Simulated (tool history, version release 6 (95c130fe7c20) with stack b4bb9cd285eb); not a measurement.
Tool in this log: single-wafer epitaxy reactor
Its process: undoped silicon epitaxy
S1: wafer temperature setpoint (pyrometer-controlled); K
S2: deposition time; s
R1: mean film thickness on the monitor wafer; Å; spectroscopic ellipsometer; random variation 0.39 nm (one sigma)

run	hour	S1	S2	R1
1	0	933.15	517	1061.5
2	1.8	932.15	517	1047.2
3	8.5	931.15	517	1024.4
4	14.3	930.15	517	1016
5	17.3	921.15	517	845.95
6	25.5	916.15	517	762.81
7	29.8	918.15	518	793.65
8	34.7	920.15	518	835.04
9	37.9	921.15	518	845.4

Run 10 is up next; what results do you expect?
10	39.6	922.15	518	?

{"run 10": {"R1": 866.77}}
